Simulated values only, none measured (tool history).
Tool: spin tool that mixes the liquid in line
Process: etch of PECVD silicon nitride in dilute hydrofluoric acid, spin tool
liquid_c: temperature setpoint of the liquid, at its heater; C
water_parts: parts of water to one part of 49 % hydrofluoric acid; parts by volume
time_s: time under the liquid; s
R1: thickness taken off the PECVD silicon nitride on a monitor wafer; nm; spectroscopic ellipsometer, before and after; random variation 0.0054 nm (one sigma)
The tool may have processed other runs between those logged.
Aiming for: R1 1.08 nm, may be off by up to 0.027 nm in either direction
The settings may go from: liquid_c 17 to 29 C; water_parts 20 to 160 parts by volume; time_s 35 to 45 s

run 1 hour=0 | liquid_c=21 water_parts=90 time_s=45 | R1=2.2734
run 2 hour=5.2 | liquid_c=20.5 water_parts=95 time_s=45 | R1=2.0873
run 3 hour=7.1 | liquid_c=20 water_parts=100 time_s=45 | R1=1.9133
run 4 hour=11.3 | liquid_c=20 water_parts=125 time_s=45 | R1=1.551
run 5 hour=13.4 | liquid_c=20 water_parts=135 time_s=45 | R1=1.4315
run 6 hour=14.1 | liquid_c=23.5 water_parts=135 time_s=45 | R1=1.803
run 7 hour=19.8 | liquid_c=22.5 water_parts=135 time_s=45 | R1=1.7059
run 8 hour=22.4 | liquid_c=21.5 water_parts=135 time_s=45 | R1=1.5872
run 9 hour=23.5 | liquid_c=21 water_parts=135 time_s=45 | R1=1.5478
run 10 hour=25 | liquid_c=20.5 water_parts=135 time_s=45 | R1=1.4909
run 11 hour=27.5 | liquid_c=20 water_parts=135 time_s=45 | R1=1.4262
run 12 hour=34.3 | liquid_c=19.5 water_parts=135 time_s=45 | R1=1.3808
run 13 hour=37.8 | liquid_c=19 water_parts=135 time_s=45 | R1=1.3403
-- hour=46 hydrofluoric acid flow meter replaced
run 14 hour=46 | liquid_c=17 water_parts=145 time_s=45 | R1=1.0528

Exactly one of the 4 candidate moves below puts every result within its allowed miss. Which one?
run A hour=54.2 | liquid_c=18 water_parts=150 time_s=45 | R1=?
run B hour=54.2 | liquid_c=17.5 water_parts=155 time_s=45 | R1=?
run C hour=54.2 | liquid_c=17 water_parts=150 time_s=45 | R1=?
run D hour=54.2 | liquid_c=17 water_parts=115 time_s=35 | R1=?

move=A R1=1.0852
move=B R1=1.0162
move=C R1=1.0136
move=D R1=1.0188
A: each result inside its tolerance
B: the biggest miss grows against the last run
C: the biggest miss grows against the last run
D: the biggest miss grows against the last run
A meets every target.
